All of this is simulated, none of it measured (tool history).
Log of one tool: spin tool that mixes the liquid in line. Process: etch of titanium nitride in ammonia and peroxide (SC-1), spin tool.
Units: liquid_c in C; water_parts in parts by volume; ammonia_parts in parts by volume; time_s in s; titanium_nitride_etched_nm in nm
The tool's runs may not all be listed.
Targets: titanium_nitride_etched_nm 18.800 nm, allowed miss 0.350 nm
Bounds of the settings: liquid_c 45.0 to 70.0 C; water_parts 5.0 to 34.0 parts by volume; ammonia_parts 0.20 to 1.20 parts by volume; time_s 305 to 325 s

run 1 day=0.000 | liquid_c=61.0 water_parts=19.0 ammonia_parts=0.90 time_s=305 | titanium_nitride_etched_nm=24.301
run 2 day=0.325 | liquid_c=59.5 water_parts=19.0 ammonia_parts=0.90 time_s=305 | titanium_nitride_etched_nm=22.029
run 3 day=0.642 | liquid_c=58.5 water_parts=19.0 ammonia_parts=0.90 time_s=305 | titanium_nitride_etched_nm=20.765
run 4 day=0.846 | liquid_c=58.5 water_parts=12.0 ammonia_parts=0.90 time_s=305 | titanium_nitride_etched_nm=26.452
run 5 day=1.108 | liquid_c=58.5 water_parts=16.0 ammonia_parts=0.90 time_s=305 | titanium_nitride_etched_nm=22.753
run 6 day=1.300 | liquid_c=57.5 water_parts=16.0 ammonia_parts=0.90 time_s=305 | titanium_nitride_etched_nm=21.287
run 7 day=1.629 | liquid_c=57.0 water_parts=16.0 ammonia_parts=0.90 time_s=305 | titanium_nitride_etched_nm=20.532
run 8 day=1.783 | liquid_c=56.5 water_parts=16.0 ammonia_parts=0.90 time_s=305 | titanium_nitride_etched_nm=19.768
run 9 day=1.817 | liquid_c=56.0 water_parts=16.0 ammonia_parts=0.90 time_s=305 | titanium_nitride_etched_nm=19.413

Which of these 5 next moves meets every target?
run A day=1.850 | liquid_c=55.0 water_parts=13.5 ammonia_parts=0.90 time_s=305 | titanium_nitride_etched_nm=?
run B day=1.850 | liquid_c=55.5 water_parts=16.0 ammonia_parts=1.00 time_s=305 | titanium_nitride_etched_nm=?
run C day=1.850 | liquid_c=54.0 water_parts=15.5 ammonia_parts=1.05 time_s=315 | titanium_nitride_etched_nm=?
run D day=1.850 | liquid_c=56.0 water_parts=15.0 ammonia_parts=0.90 time_s=305 | titanium_nitride_etched_nm=?
run E day=1.850 | liquid_c=56.0 water_parts=17.0 ammonia_parts=0.90 time_s=320 | titanium_nitride_etched_nm=?

move=A titanium_nitride_etched_nm=19.689
move=B titanium_nitride_etched_nm=18.940
move=C titanium_nitride_etched_nm=18.119
move=D titanium_nitride_etched_nm=19.919
move=E titanium_nitride_etched_nm=19.542
A: further off than the last run
B: meets every target
C: takes the result that was furthest off past its target
D: further off than the last run
E: further off than the last run
Move B is the one to make.
